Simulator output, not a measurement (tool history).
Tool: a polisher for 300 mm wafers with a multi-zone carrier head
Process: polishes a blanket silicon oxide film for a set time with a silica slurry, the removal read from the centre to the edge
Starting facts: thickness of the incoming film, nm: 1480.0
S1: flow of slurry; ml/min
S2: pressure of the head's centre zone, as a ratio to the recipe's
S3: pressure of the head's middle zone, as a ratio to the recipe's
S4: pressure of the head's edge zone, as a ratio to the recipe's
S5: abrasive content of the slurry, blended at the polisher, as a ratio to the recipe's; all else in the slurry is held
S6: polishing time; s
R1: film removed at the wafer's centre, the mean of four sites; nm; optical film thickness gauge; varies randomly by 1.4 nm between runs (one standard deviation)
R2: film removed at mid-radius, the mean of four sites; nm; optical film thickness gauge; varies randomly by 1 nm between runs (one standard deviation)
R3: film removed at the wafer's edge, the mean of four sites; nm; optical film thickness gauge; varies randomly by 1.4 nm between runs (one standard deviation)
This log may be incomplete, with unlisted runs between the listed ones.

run,hour,S1,S2,S3,S4,S5,S6,R1,R2,R3
1,0.0,320,1.00,1.00,1.00,1.00,52,249.85,243.04,255.54
2,1.3,320,1.00,1.00,1.00,1.00,58,275.63,267.90,283.48
3,8.5,325,1.00,0.99,0.97,0.90,56,252.29,245.33,257.72
4,16.9,330,1.01,0.99,0.95,0.85,54,240.46,229.13,238.05
5,19.1,330,1.01,0.99,0.99,0.85,54,239.88,230.13,241.89
6,20.8,330,1.01,0.99,0.99,0.85,58,259.03,244.45,259.63

Estimate the outcome of run 7 from the log above:
7,28.3,350,1.02,0.95,0.89,0.60,45,?,?,?

Logged for run 7: R1 161.78 nm, R2 145.62 nm, R3 153.29 nm.
